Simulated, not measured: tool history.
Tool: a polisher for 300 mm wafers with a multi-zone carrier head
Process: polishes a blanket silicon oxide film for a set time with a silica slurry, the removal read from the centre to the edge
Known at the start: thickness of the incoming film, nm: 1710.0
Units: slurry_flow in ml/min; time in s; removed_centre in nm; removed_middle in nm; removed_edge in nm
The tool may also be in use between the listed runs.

run    day  slurry_flow  centre_zone  middle_zone  edge_zone  slurry_solids  time  removed_centre  removed_middle  removed_edge
  1  0.000          140         1.00         1.00       1.00           1.00    79          350.81          353.17        351.54
  2  0.117          175         1.00         1.00       1.00           1.00    79          363.27          369.68        356.08
  3  0.146          175         1.07         1.00       1.00           1.00    79          388.17          374.05        355.84
  4  0.417          175         1.15         1.00       1.00           1.00    79          412.98          365.54        356.66
  5  0.754          170         1.15         0.99       0.98           0.95    77          399.38          350.84        337.44
  6  0.992          170         1.15         0.99       0.94           0.95    77          404.87          346.57        336.20
  7  1.121          170         1.14         0.98       0.93           0.90    75          378.31          331.03        320.42
  8  1.421          170         1.14         0.97       0.92           0.85    73          369.47          320.70        301.77
  9  1.567          160         1.13         0.95       0.92           0.80    72          347.46          303.94        294.79
 10  1.621          155         1.13         0.94       0.91           0.75    70          326.83          278.82        276.67
 11  1.812          150         1.13         0.94       0.90           0.70    69          318.97          274.81        269.27

Run 12 comes next. What will it give?
 12  2.083          150         1.13         0.93       0.89           0.65    68               ?               ?             ?

removed_centre: 305.66 nm
removed_middle: 258.48 nm
removed_edge: 256.85 nm

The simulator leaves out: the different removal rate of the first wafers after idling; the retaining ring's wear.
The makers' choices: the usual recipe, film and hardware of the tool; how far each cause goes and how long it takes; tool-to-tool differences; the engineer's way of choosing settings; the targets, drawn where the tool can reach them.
